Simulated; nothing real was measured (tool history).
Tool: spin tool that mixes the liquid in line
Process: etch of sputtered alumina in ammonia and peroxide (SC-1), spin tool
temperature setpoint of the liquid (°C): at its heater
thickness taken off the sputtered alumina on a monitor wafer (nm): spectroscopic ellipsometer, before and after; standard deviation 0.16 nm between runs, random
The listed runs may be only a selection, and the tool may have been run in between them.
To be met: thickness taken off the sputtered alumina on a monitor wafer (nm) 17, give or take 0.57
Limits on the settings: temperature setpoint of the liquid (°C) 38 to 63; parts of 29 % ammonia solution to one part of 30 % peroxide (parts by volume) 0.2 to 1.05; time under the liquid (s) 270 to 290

run  hour  temperature setpoint of the liquid (°C)  parts of 29 % ammonia solution to one part of 30 % peroxide (parts by volume)  time under the liquid (s)  thickness taken off the sputtered alumina on a monitor wafer (nm)
  1     0                                       47                                                                           0.55                        270                                                             11.309
  2   7.8                                       47                                                                           0.45                        270                                                             11.163
  3  13.4                                       49                                                                           0.45                        270                                                             12.502
  4  15.4                                       49                                                                           0.45                        290                                                             13.252
  5  21.2                                       49                                                                           0.55                        290                                                             13.878
  6  25.4                                     45.5                                                                           0.55                        290                                                             11.192
  7  31.5                                     47.5                                                                           0.55                        290                                                             12.468
  8  36.7                                       49                                                                           0.55                        290                                                             13.398
  9  39.9                                       50                                                                           0.55                        290                                                             14.398
 10  48.3                                       51                                                                           0.55                        290                                                             14.954
 11  55.1                                       54                                                                           0.55                        290                                                             17.924

Consider the 5 candidate settings below. Which is the only one whose results all fall within their allowed miss of target?
  A  61.9                                     51.5                                                                            0.6                        285                                                                  ?
  B  61.9                                     54.5                                                                            0.6                        290                                                                  ?
  C  61.9                                     56.5                                                                           0.55                        270                                                                  ?
  D  61.9                                       54                                                                            0.3                        290                                                                  ?
  E  61.9                                     50.5                                                                            0.8                        290                                                                  ?

move  thickness taken off the sputtered alumina on a monitor wafer (nm)
   A                                                             15.551
   B                                                               18.6
   C                                                             19.093
   D                                                             16.955
   E                                                             15.399
A: the result that was furthest off in the last run now lies on the other side of its target
B: misses by more than the last run did
C: misses by more than the last run did
D: hits every target within its allowed miss
E: the result that was furthest off in the last run now lies on the other side of its target
Answer: D
